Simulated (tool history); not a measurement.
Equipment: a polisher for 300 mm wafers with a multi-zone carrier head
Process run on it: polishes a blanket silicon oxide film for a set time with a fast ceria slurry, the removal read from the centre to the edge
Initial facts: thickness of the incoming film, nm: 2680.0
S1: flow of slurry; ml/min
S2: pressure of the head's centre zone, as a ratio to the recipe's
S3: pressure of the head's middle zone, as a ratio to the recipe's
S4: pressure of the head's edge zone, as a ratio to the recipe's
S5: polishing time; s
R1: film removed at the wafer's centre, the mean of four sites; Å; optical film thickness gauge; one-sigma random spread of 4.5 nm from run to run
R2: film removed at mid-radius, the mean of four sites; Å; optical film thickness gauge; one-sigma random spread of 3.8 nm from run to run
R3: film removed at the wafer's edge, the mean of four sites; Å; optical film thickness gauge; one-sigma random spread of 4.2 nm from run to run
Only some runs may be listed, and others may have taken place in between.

run,hour,S1,S2,S3,S4,S5,R1,R2,R3
1,0.0,210,1.00,1.00,1.00,51,7945.2,7635.4,7764.4
2,8.4,205,0.98,0.99,0.96,44,6592.3,6601.5,6546.4
3,10.2,200,0.98,0.97,0.93,40,5942.3,5926.7,5888.9
4,14.3,200,0.98,0.97,0.93,46,6865.0,6734.5,6829.9
5,22.4,200,0.98,0.97,1.00,46,6736.2,6713.8,6909.7
6,23.7,200,0.98,0.97,0.93,46,6978.5,6739.5,6800.2
7,31.9,200,0.98,0.97,0.91,41,6092.8,5914.3,5973.1
8,37.7,200,0.98,0.98,0.89,38,5663.2,5595.3,5407.2
9,42.1,195,0.97,0.97,0.87,36,5279.5,5225.1,5095.4
10,48.2,195,0.97,0.97,0.87,36,5317.2,5227.4,5138.7
11,50.9,190,0.96,0.97,0.85,35,5089.0,5042.1,4787.6
12,55.6,175,0.95,0.96,0.85,35,4903.6,4911.8,4755.5
13,62.1,165,0.95,0.96,0.84,35,4878.5,4881.6,4847.4
14,65.7,175,0.94,0.96,0.83,34,4746.1,4834.4,4612.5

For run 15, what comes out?
15,71.7,175,0.93,0.93,0.81,32,?,?,?

{"run 15": {"R1": 4383.1, "R2": 4371.6, "R3": 4228.3}}
